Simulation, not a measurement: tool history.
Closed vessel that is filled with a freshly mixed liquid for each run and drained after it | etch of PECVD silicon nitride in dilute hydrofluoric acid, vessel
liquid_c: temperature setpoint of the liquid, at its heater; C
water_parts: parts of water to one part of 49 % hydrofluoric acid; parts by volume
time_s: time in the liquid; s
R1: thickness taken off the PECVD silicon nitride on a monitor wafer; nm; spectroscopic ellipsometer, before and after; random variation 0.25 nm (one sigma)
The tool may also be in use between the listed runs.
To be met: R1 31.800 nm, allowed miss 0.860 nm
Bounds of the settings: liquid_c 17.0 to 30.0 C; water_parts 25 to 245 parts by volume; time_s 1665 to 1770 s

{"run": 1, "hour": 0.0, "liquid_c": 22.0, "water_parts": 135, "time_s": 1665, "R1": 46.332}
{"run": 2, "hour": 5.3, "liquid_c": 20.5, "water_parts": 135, "time_s": 1665, "R1": 41.299}
{"run": 3, "hour": 6.9, "liquid_c": 18.5, "water_parts": 135, "time_s": 1665, "R1": 36.075}
{"run": 4, "hour": 8.8, "liquid_c": 18.0, "water_parts": 135, "time_s": 1665, "R1": 35.013}
{"run": 5, "hour": 12.4, "liquid_c": 18.0, "water_parts": 180, "time_s": 1665, "R1": 26.576}
{"run": 6, "hour": 18.8, "liquid_c": 18.5, "water_parts": 180, "time_s": 1665, "R1": 27.532}
{"run": 7, "hour": 27.6, "liquid_c": 19.0, "water_parts": 180, "time_s": 1665, "R1": 28.724}
{"run": 8, "hour": 33.6, "liquid_c": 19.5, "water_parts": 180, "time_s": 1665, "R1": 29.104}

4 next moves are on the table. One of them brings every result within its allowed miss. Which?
{"run": "A", "hour": 39.6, "liquid_c": 17.0, "water_parts": 155, "time_s": 1705, "R1": "?"}
{"run": "B", "hour": 39.6, "liquid_c": 17.5, "water_parts": 150, "time_s": 1720, "R1": "?"}
{"run": "C", "hour": 39.6, "liquid_c": 20.5, "water_parts": 190, "time_s": 1670, "R1": "?"}
{"run": "D", "hour": 39.6, "liquid_c": 17.5, "water_parts": 150, "time_s": 1665, "R1": "?"}

move=A R1=29.105
move=B R1=31.358
move=C R1=29.596
move=D R1=30.355
A: as far off as the last run
B: meets every target
C: nearer than the last run, and not there yet
D: nearer than the last run, and not there yet
Answer: B
